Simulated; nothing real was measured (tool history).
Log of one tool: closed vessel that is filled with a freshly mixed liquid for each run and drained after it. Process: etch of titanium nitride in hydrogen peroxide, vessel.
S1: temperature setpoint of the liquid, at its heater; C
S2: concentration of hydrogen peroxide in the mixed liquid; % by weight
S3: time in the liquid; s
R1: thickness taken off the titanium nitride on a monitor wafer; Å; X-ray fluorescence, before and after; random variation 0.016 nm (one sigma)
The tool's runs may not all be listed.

Run 1, hour 0: S1 44 C, S2 16.5 % by weight, S3 290 s. Result: R1 87.163 Å.
Run 2, hour 1: S1 43 C, S2 16.5 % by weight, S3 290 s. Result: R1 80.445 Å.
Run 3, hour 5.3: S1 43 C, S2 16.5 % by weight, S3 290 s. Result: R1 80.403 Å.
Run 4, hour 9.1: S1 43 C, S2 18 % by weight, S3 290 s. Result: R1 82.21 Å.
Run 5, hour 11.8: S1 42 C, S2 18 % by weight, S3 290 s. Result: R1 76.029 Å.
Run 6, hour 17.3: S1 42 C, S2 18 % by weight, S3 290 s. Result: R1 76.076 Å.

The next listed run, before its measurement:
Run 7, hour 21.1: S1 41.5 C, S2 18 % by weight, S3 290 s. Result: R1 ?.

R1: 73.106 Å
